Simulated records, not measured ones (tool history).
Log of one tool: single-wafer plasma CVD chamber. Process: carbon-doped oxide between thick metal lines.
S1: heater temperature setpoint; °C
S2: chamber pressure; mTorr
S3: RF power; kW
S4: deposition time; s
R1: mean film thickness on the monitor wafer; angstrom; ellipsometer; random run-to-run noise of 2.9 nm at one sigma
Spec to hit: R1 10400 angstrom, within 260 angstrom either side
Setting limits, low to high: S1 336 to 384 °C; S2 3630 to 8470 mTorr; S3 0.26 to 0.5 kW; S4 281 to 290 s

run    day   S1    S2     S3   S4     R1
  1      0  360  6050   0.38  281  11558
  2  0.325  360  5430   0.38  281  11436
  3  0.688  360  5430   0.38  290  11762
  4  0.833  360  6100   0.38  290  11947
  5  1.021  360  6690   0.38  290  12051
  6  1.108  360  6690  0.405  290  12582
  7  1.275  361  6640  0.385  289  12049
  8  1.367  362  6580   0.37  288  11741
  9  1.458  362  6540   0.36  287  11494
 10  1.608  362  6540   0.36  287  11453
 11  1.838  362  6500   0.35  286  11240
 12  1.904  362  6450   0.34  286  11042
 13  1.942  362  6410  0.335  286  10936
 14  2.062  362  6370   0.33  286  10832
 15  2.271  362  6340  0.325  286  10801

Of the 5 settings listed for the next run, only one would bring every result within its allowed miss of target. Which one?
  A  2.479  370  6180    0.3  281   ?
  B  2.479  353  7350  0.265  281   ?
  C  2.479  368  5210   0.31  281   ?
  D  2.479  366  6170   0.31  287   ?
  E  2.479  349  7950   0.31  281   ?

move      R1
   A  9861.9
   B  9743.7
   C  9858.8
   D   10360
   E   10861
A: the result that was furthest off in the last run now lies on the other side of its target
B: the result that was furthest off in the last run now lies on the other side of its target
C: the result that was furthest off in the last run now lies on the other side of its target
D: in spec on every target
E: the biggest miss grows against the last run
So the answer is move D, the one that meets all the targets.
